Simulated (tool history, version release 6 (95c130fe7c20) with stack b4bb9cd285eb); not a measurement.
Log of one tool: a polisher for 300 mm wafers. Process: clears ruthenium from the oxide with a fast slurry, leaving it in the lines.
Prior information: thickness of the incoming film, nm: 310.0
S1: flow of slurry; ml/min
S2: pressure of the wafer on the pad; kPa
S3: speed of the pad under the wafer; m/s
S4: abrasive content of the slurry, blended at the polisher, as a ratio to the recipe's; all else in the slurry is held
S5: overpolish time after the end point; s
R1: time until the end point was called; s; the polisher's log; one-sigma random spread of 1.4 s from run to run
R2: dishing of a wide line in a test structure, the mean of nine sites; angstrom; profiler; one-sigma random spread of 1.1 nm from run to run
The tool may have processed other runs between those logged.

Run 1, hour 0.0: S1 120 ml/min, S2 13.8 kPa, S3 1.26 m/s, S4 1.0, S5 20 s. Result: R1 102.230 s, R2 483.15 angstrom.
Run 2, hour 7.9: S1 120 ml/min, S2 14.5 kPa, S3 1.26 m/s, S4 1.0, S5 21 s. Result: R1 97.122 s, R2 518.62 angstrom.
Run 3, hour 13.2: S1 120 ml/min, S2 15.9 kPa, S3 1.26 m/s, S4 1.0, S5 21 s. Result: R1 92.492 s, R2 544.04 angstrom.
Run 4, hour 20.2: S1 120 ml/min, S2 15.9 kPa, S3 1.50 m/s, S4 1.0, S5 21 s. Result: R1 75.449 s, R2 621.07 angstrom.
Run 5, hour 25.7: S1 120 ml/min, S2 15.9 kPa, S3 1.50 m/s, S4 1.0, S5 15 s. Result: R1 77.655 s, R2 483.76 angstrom.
Run 6, hour 29.9: S1 120 ml/min, S2 17.9 kPa, S3 1.50 m/s, S4 1.0, S5 15 s. Result: R1 70.470 s, R2 518.41 angstrom.
Run 7, hour 37.9: S1 120 ml/min, S2 17.9 kPa, S3 1.50 m/s, S4 1.0, S5 17 s. Result: R1 71.868 s, R2 563.53 angstrom.
Run 8, hour 41.7: S1 120 ml/min, S2 17.9 kPa, S3 1.48 m/s, S4 1.0, S5 19 s. Result: R1 72.487 s, R2 608.55 angstrom.
Run 9, hour 49.6: S1 120 ml/min, S2 17.9 kPa, S3 1.46 m/s, S4 1.0, S5 20 s. Result: R1 73.544 s, R2 618.98 angstrom.
Run 10, hour 58.6: S1 120 ml/min, S2 17.9 kPa, S3 1.46 m/s, S4 1.0, S5 21 s. Result: R1 73.346 s, R2 633.33 angstrom.
Run 11, hour 63.8: S1 120 ml/min, S2 17.9 kPa, S3 1.46 m/s, S4 1.0, S5 22 s. Result: R1 72.311 s, R2 663.76 angstrom.
Run 12, hour 71.9: S1 120 ml/min, S2 17.9 kPa, S3 1.46 m/s, S4 1.0, S5 23 s. Result: R1 72.585 s, R2 681.26 angstrom.
Run 13, hour 76.7: S1 120 ml/min, S2 17.9 kPa, S3 1.46 m/s, S4 1.0, S5 24 s. Result: R1 71.151 s, R2 688.89 angstrom.
Run 14, hour 77.3: S1 120 ml/min, S2 17.9 kPa, S3 1.46 m/s, S4 1.0, S5 25 s. Result: R1 71.918 s, R2 689.61 angstrom.
Run 15, hour 78.9: S1 120 ml/min, S2 17.9 kPa, S3 1.44 m/s, S4 1.0, S5 26 s. Result: R1 73.043 s, R2 719.12 angstrom.
Run 16, hour 82.0: S1 120 ml/min, S2 17.9 kPa, S3 1.44 m/s, S4 1.0, S5 27 s. Result: R1 71.820 s, R2 737.20 angstrom.
Run 17, hour 86.8: S1 120 ml/min, S2 17.9 kPa, S3 1.44 m/s, S4 1.0, S5 28 s. Result: R1 73.463 s, R2 742.02 angstrom.

Expected results for the next run?
Run 18, hour 89.1: S1 120 ml/min, S2 17.9 kPa, S3 1.44 m/s, S4 1.0, S5 28 s. Result: R1 ?, R2 ?.

R1: 73.409 s
R2: 750.52 angstrom

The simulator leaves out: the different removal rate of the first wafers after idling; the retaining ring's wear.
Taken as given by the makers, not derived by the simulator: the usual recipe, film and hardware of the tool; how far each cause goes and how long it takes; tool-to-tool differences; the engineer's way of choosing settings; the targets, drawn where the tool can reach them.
